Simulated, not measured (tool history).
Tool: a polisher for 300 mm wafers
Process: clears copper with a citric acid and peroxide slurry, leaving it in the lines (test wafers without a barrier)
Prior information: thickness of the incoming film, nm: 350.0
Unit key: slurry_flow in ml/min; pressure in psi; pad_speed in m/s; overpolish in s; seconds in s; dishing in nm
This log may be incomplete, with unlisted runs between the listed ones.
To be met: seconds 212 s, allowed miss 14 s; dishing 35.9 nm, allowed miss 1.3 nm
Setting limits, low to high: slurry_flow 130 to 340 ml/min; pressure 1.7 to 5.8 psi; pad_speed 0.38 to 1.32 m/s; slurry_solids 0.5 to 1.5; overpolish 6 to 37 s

run	hour	slurry_flow	pressure	pad_speed	slurry_solids	overpolish	seconds	dishing
1	0	220	3.7	0.84	1	19	160.53	27.038
2	4.9	220	3.6	0.84	1	20	167.71	27.787
3	5.9	220	3.5	0.84	1	21	176.29	28.798
4	8.1	220	3.5	0.84	0.9	21	176.97	28.008
5	12.9	220	3.4	0.84	0.9	22	186.01	28.135
6	21.5	220	3.4	0.84	0.75	22	184.92	27.967
7	26.3	220	3.4	0.84	0.75	23	185.99	28.75
8	34.9	220	3.3	0.84	0.75	24	187.79	28.587
9	35.4	220	3.2	0.84	0.8	25	197.93	29.481
10	44.2	220	3.2	0.84	0.8	26	198.87	30.459

Which one of the following 4 next-run settings gets every result inside its allowed miss? There is exactly one.
A	53	245	3.5	0.66	0.5	23	?	?
B	53	240	2.8	0.88	0.8	34	?	?
C	53	225	3.3	0.74	0.75	25	?	?
D	53	280	3.1	0.8	0.85	35	?	?

move	seconds	dishing
A	228.65	23.434
B	204.37	36.648
C	209.33	27.407
D	198.44	38.771
A: lands further from the targets than the last run did
B: every result within its allowed miss
C: lands further from the targets than the last run did
D: takes the result that was furthest off past its target
The right move is B.
